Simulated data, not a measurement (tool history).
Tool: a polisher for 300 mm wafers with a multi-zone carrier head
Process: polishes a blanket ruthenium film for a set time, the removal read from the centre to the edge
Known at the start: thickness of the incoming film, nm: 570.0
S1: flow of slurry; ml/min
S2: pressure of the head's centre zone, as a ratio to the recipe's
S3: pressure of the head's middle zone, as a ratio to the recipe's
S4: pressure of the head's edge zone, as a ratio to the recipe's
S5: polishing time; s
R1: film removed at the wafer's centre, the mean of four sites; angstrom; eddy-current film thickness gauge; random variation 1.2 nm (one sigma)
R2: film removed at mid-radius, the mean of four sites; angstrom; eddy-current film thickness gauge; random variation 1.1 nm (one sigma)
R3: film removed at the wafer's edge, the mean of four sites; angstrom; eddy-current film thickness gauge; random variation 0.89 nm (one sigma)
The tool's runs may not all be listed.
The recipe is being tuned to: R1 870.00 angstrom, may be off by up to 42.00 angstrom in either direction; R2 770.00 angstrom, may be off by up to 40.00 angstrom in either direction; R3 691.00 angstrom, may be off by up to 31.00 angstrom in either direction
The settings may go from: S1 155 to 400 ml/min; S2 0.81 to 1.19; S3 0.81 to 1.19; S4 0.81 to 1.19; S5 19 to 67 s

run 1 hour=0.0 | S1=255 S2=1.00 S3=1.00 S4=1.00 S5=43 | R1=516.53 R2=518.38 R3=520.54
run 2 hour=1.6 | S1=205 S2=1.00 S3=1.00 S4=1.00 S5=43 | R1=520.06 R2=512.72 R3=508.31
run 3 hour=3.0 | S1=205 S2=1.00 S3=0.95 S4=1.00 S5=43 | R1=508.17 R2=489.80 R3=503.34
run 4 hour=10.4 | S1=205 S2=1.00 S3=0.95 S4=1.00 S5=51 | R1=597.14 R2=566.80 R3=616.33
run 5 hour=14.7 | S1=200 S2=1.04 S3=1.00 S4=0.98 S5=52 | R1=633.92 R2=615.35 R3=606.62
run 6 hour=19.1 | S1=200 S2=1.04 S3=1.00 S4=0.98 S5=45 | R1=557.61 R2=522.81 R3=527.02
run 7 hour=24.7 | S1=195 S2=1.07 S3=1.03 S4=0.96 S5=48 | R1=613.54 R2=562.23 R3=565.60
-- hour=30.9 worn pad replaced by a new one
run 8 hour=30.9 | S1=190 S2=1.09 S3=1.07 S4=0.93 S5=51 | R1=722.66 R2=717.76 R3=669.19
run 9 hour=36.1 | S1=260 S2=1.19 S3=1.03 S4=0.83 S5=51 | R1=828.11 R2=705.41 R3=633.37
run 10 hour=41.5 | S1=255 S2=1.19 S3=1.04 S4=0.84 S5=52 | R1=829.66 R2=719.06 R3=654.74

Next run, 5 choices. One meets every target within its allowed miss, the rest don't. Which?
run A hour=46.9 | S1=225 S2=1.19 S3=0.97 S4=0.91 S5=53 | R1=? R2=? R3=?
run B hour=46.9 | S1=330 S2=1.18 S3=1.18 S4=0.81 S5=47 | R1=? R2=? R3=?
run C hour=46.9 | S1=205 S2=1.19 S3=1.13 S4=0.94 S5=54 | R1=? R2=? R3=?
run D hour=46.9 | S1=275 S2=1.17 S3=1.10 S4=0.83 S5=51 | R1=? R2=? R3=?
run E hour=46.9 | S1=240 S2=1.04 S3=0.88 S4=1.02 S5=53 | R1=? R2=? R3=?

move=A R1=845.63 R2=666.26 R3=679.37
move=B R1=780.19 R2=728.55 R3=590.22
move=C R1=850.19 R2=762.90 R3=693.94
move=D R1=822.37 R2=730.90 R3=638.80
move=E R1=744.72 R2=619.84 R3=720.81
A: misses by more than the last run did
B: misses by more than the last run did
C: each result inside its tolerance
D: the furthest-off result lands on target, but another misses its tolerance
E: misses by more than the last run did
Move C is the one to make.
